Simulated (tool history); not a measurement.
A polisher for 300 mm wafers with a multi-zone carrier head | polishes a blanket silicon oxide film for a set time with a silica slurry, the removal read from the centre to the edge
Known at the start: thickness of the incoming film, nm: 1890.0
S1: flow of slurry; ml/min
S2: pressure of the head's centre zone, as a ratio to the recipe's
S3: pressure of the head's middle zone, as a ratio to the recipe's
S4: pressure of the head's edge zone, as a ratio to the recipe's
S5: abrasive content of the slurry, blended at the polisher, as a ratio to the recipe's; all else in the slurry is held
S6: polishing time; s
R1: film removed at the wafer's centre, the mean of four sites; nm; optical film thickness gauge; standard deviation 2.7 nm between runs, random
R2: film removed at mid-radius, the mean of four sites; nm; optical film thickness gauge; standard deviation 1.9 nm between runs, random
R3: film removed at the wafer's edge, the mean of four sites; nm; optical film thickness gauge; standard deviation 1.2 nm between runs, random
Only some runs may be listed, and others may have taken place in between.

{"run": 1, "hour": 0.0, "S1": 190, "S2": 1.0, "S3": 1.0, "S4": 1.0, "S5": 1.0, "S6": 61, "R1": 190.75, "R2": 189.77, "R3": 189.45}
{"run": 2, "hour": 2.7, "S1": 190, "S2": 1.0, "S3": 1.04, "S4": 1.0, "S5": 1.0, "S6": 61, "R1": 186.21, "R2": 198.19, "R3": 188.37}
{"run": 3, "hour": 8.4, "S1": 180, "S2": 1.0, "S3": 1.0, "S4": 1.0, "S5": 1.0, "S6": 61, "R1": 180.42, "R2": 188.54, "R3": 189.71}
{"run": 4, "hour": 9.6, "S1": 180, "S2": 1.0, "S3": 1.0, "S4": 0.96, "S5": 1.0, "S6": 61, "R1": 183.74, "R2": 190.11, "R3": 186.26}
{"run": 5, "hour": 12.1, "S1": 180, "S2": 1.0, "S3": 1.0, "S4": 0.96, "S5": 1.15, "S6": 61, "R1": 188.44, "R2": 201.17, "R3": 194.8}
{"run": 6, "hour": 14.9, "S1": 180, "S2": 1.0, "S3": 1.0, "S4": 0.96, "S5": 1.15, "S6": 53, "R1": 168.54, "R2": 172.75, "R3": 168.13}
{"run": 7, "hour": 23.7, "S1": 185, "S2": 1.01, "S3": 0.98, "S4": 0.98, "S5": 1.15, "S6": 53, "R1": 168.39, "R2": 168.36, "R3": 172.94}
{"run": 8, "hour": 27.4, "S1": 195, "S2": 1.03, "S3": 0.97, "S4": 0.98, "S5": 1.15, "S6": 53, "R1": 171.14, "R2": 173.16, "R3": 173.7}
{"run": 9, "hour": 28.2, "S1": 195, "S2": 1.07, "S3": 0.94, "S4": 0.98, "S5": 1.15, "S6": 53, "R1": 182.86, "R2": 165.82, "R3": 172.53}

Forecast run 10:
{"run": 10, "hour": 34.6, "S1": 195, "S2": 1.07, "S3": 0.93, "S4": 0.99, "S5": 1.15, "S6": 53, "R1": "?", "R2": "?", "R3": "?"}

{"run 10": {"R1": 178.56, "R2": 163.93, "R3": 173.33}}
